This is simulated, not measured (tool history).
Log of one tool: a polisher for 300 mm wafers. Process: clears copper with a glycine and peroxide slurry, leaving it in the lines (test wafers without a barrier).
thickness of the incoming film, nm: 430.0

run	hour	flow of slurry (ml/min)	pressure of the wafer on the pad (kPa)	speed of the pad under the wafer (m/s)	overpolish time after the end point (s)	time until the end point was called (s)	dishing of a wide line in a test structure (Å)
1	0.0	305	17.9	1.20	12	61.391	544.59
2	1.0	305	17.9	0.92	12	76.910	465.05
3	8.3	345	17.9	0.92	12	75.806	472.63
4	12.3	345	20.0	0.94	11	67.499	460.49
5	20.0	345	20.0	0.94	13	67.880	537.47
6	28.1	345	21.4	0.96	12	64.120	539.05
7	35.4	345	22.8	1.00	11	56.806	529.88
# hour 36.5: slurry nozzle cleaned
8	36.5	345	23.4	1.00	10	53.053	519.09
9	41.7	345	24.1	1.00	10	51.795	536.92

Run 10 comes next. What will it give?
10	42.3	345	24.8	1.00	9	?	?

{"run 10": {"time until the end point was called (s)": 51.906, "dishing of a wide line in a test structure (Å)": 502.36}}

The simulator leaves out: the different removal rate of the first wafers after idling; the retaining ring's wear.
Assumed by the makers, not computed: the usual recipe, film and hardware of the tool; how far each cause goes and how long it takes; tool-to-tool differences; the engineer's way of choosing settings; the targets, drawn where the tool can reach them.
